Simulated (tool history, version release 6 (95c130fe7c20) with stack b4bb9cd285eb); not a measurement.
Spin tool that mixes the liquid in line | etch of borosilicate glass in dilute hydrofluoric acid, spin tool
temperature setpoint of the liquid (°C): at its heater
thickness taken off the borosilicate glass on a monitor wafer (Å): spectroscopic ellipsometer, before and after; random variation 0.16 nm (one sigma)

run	day	temperature setpoint of the liquid (°C)	parts of water to one part of 49 % hydrofluoric acid (parts by volume)	time under the liquid (s)	thickness taken off the borosilicate glass on a monitor wafer (Å)
1	0.000	23.0	150	50	91.660
2	0.221	23.0	150	55	100.550
3	0.275	19.5	150	55	86.967
4	0.554	21.5	145	55	98.142
5	0.767	21.5	180	55	76.602
6	0.883	23.0	165	55	89.883
7	0.975	23.0	165	55	90.398
8	1.246	23.0	165	55	88.236
9	1.471	24.5	150	55	104.110
10	1.767	25.5	140	55	117.920
11	2.038	26.5	130	55	135.050
12	2.171	27.5	125	55	145.490
13	2.262	31.0	95	55	229.920
14	2.529	30.5	95	55	228.970
15	2.808	26.5	100	55	181.920
16	3.000	27.0	100	55	184.260

The next listed run, before its measurement:
17	3.358	27.5	100	55	?

{"run 17": {"thickness taken off the borosilicate glass on a monitor wafer (Å)": 191.09}}
